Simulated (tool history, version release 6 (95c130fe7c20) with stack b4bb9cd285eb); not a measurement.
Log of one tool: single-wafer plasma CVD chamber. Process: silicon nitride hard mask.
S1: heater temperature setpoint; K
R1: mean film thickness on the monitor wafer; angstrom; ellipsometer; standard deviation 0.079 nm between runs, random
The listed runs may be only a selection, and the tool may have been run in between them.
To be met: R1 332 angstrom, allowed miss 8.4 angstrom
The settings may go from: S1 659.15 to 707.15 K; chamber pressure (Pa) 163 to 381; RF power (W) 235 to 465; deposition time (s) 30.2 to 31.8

run 1 hour=0 | S1=683.15 chamber_pressure_(Pa)=272 RF_power_(W)=350 deposition_time_(s)=31.8 | R1=432.9
run 2 hour=7.2 | S1=683.15 chamber_pressure_(Pa)=297 RF_power_(W)=350 deposition_time_(s)=31.8 | R1=438.28
run 3 hour=8.2 | S1=675.15 chamber_pressure_(Pa)=297 RF_power_(W)=350 deposition_time_(s)=31.8 | R1=440.48
run 4 hour=14.8 | S1=675.15 chamber_pressure_(Pa)=297 RF_power_(W)=325 deposition_time_(s)=31.8 | R1=407.87
run 5 hour=22.3 | S1=675.15 chamber_pressure_(Pa)=297 RF_power_(W)=300 deposition_time_(s)=31.8 | R1=374.06
run 6 hour=26.4 | S1=675.15 chamber_pressure_(Pa)=288 RF_power_(W)=295 deposition_time_(s)=31.8 | R1=364.14
run 7 hour=33.8 | S1=675.15 chamber_pressure_(Pa)=277 RF_power_(W)=290 deposition_time_(s)=31.8 | R1=356.22
run 8 hour=37.2 | S1=675.15 chamber_pressure_(Pa)=269 RF_power_(W)=290 deposition_time_(s)=31.8 | R1=354.13
run 9 hour=41.3 | S1=675.15 chamber_pressure_(Pa)=263 RF_power_(W)=290 deposition_time_(s)=31.8 | R1=352.46
run 10 hour=48.3 | S1=675.15 chamber_pressure_(Pa)=256 RF_power_(W)=290 deposition_time_(s)=31.8 | R1=351.6
run 11 hour=56.4 | S1=675.15 chamber_pressure_(Pa)=251 RF_power_(W)=290 deposition_time_(s)=31.8 | R1=349.25
run 12 hour=59.2 | S1=675.15 chamber_pressure_(Pa)=245 RF_power_(W)=290 deposition_time_(s)=31.8 | R1=348.97
run 13 hour=66.9 | S1=675.15 chamber_pressure_(Pa)=241 RF_power_(W)=290 deposition_time_(s)=31.8 | R1=345.87
run 14 hour=69.8 | S1=675.15 chamber_pressure_(Pa)=237 RF_power_(W)=290 deposition_time_(s)=31.8 | R1=346.08
run 15 hour=78.3 | S1=675.15 chamber_pressure_(Pa)=212 RF_power_(W)=275 deposition_time_(s)=31.7 | R1=318.55

Exercise: of the 5 proposed moves below, exactly one satisfies all targets within the stated allowed misses. Which move is it?
run A hour=86.8 | S1=694.15 chamber_pressure_(Pa)=239 RF_power_(W)=265 deposition_time_(s)=31 | R1=?
run B hour=86.8 | S1=675.15 chamber_pressure_(Pa)=228 RF_power_(W)=260 deposition_time_(s)=31.8 | R1=?
run C hour=86.8 | S1=672.15 chamber_pressure_(Pa)=273 RF_power_(W)=290 deposition_time_(s)=31.8 | R1=?
run D hour=86.8 | S1=659.15 chamber_pressure_(Pa)=216 RF_power_(W)=285 deposition_time_(s)=31.5 | R1=?
run E hour=86.8 | S1=686.15 chamber_pressure_(Pa)=268 RF_power_(W)=295 deposition_time_(s)=31.2 | R1=?

move=A R1=299.29
move=B R1=299.74
move=C R1=355.08
move=D R1=332.75
move=E R1=351.79
A: moves away from the targets compared with the last run
B: moves away from the targets compared with the last run
C: takes the result that was furthest off past its target
D: every result lands within tolerance
E: takes the result that was furthest off past its target
Move D is the one to make.
